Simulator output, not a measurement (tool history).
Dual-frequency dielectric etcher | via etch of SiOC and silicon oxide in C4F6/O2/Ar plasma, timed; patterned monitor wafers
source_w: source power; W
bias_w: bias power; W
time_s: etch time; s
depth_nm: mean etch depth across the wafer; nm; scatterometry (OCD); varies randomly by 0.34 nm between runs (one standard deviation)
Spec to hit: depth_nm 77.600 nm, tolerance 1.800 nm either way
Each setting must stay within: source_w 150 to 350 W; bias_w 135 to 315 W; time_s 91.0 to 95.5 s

{"run": 1, "hour": 0.0, "source_w": 250, "bias_w": 225, "time_s": 91.0, "depth_nm": 93.686}
{"run": 2, "hour": 5.1, "source_w": 250, "bias_w": 225, "time_s": 91.0, "depth_nm": 93.406}
{"run": 3, "hour": 6.4, "source_w": 250, "bias_w": 191, "time_s": 91.0, "depth_nm": 87.994}
{"run": 4, "hour": 9.3, "source_w": 240, "bias_w": 189, "time_s": 91.0, "depth_nm": 86.999}
{"run": 5, "hour": 12.6, "source_w": 230, "bias_w": 186, "time_s": 91.0, "depth_nm": 86.476}
{"run": 6, "hour": 17.6, "source_w": 220, "bias_w": 180, "time_s": 91.0, "depth_nm": 83.659}
{"run": 7, "hour": 26.4, "source_w": 210, "bias_w": 178, "time_s": 91.0, "depth_nm": 82.522}
{"run": 8, "hour": 32.8, "source_w": 210, "bias_w": 176, "time_s": 91.0, "depth_nm": 81.786}
{"run": 9, "hour": 34.8, "source_w": 210, "bias_w": 175, "time_s": 91.0, "depth_nm": 82.72}
{"run": 10, "hour": 38.3, "source_w": 210, "bias_w": 175, "time_s": 91.0, "depth_nm": 81.949}
{"run": 11, "hour": 40.8, "source_w": 210, "bias_w": 174, "time_s": 91.0, "depth_nm": 81.756}
{"run": 12, "hour": 42.6, "source_w": 210, "bias_w": 173, "time_s": 91.0, "depth_nm": 82.816}
{"run": 13, "hour": 45.1, "source_w": 210, "bias_w": 171, "time_s": 91.0, "depth_nm": 81.554}
{"run": 14, "hour": 45.8, "source_w": 210, "bias_w": 170, "time_s": 91.0, "depth_nm": 81.928}
{"run": 15, "hour": 51.2, "source_w": 210, "bias_w": 169, "time_s": 91.0, "depth_nm": 81.14}
{"run": 16, "hour": 56.5, "source_w": 210, "bias_w": 169, "time_s": 91.0, "depth_nm": 81.156}
{"run": 17, "hour": 64.3, "source_w": 210, "bias_w": 168, "time_s": 91.0, "depth_nm": 81.422}
{"run": 18, "hour": 67.2, "source_w": 210, "bias_w": 167, "time_s": 91.0, "depth_nm": 81.12}

Which one of the following 4 next-run settings gets every result inside its allowed miss? There is exactly one.
{"run": "A", "hour": 70.1, "source_w": 220, "bias_w": 161, "time_s": 92.5, "depth_nm": "?"}
{"run": "B", "hour": 70.1, "source_w": 180, "bias_w": 213, "time_s": 93.0, "depth_nm": "?"}
{"run": "C", "hour": 70.1, "source_w": 240, "bias_w": 159, "time_s": 91.0, "depth_nm": "?"}
{"run": "D", "hour": 70.1, "source_w": 190, "bias_w": 138, "time_s": 94.5, "depth_nm": "?"}

move=A depth_nm=82.778
move=B depth_nm=87.241
move=C depth_nm=82.944
move=D depth_nm=77.503
A: its largest miss is bigger than the last run's
B: its largest miss is bigger than the last run's
C: its largest miss is bigger than the last run's
D: all results land within tolerance of their targets
D meets every target.

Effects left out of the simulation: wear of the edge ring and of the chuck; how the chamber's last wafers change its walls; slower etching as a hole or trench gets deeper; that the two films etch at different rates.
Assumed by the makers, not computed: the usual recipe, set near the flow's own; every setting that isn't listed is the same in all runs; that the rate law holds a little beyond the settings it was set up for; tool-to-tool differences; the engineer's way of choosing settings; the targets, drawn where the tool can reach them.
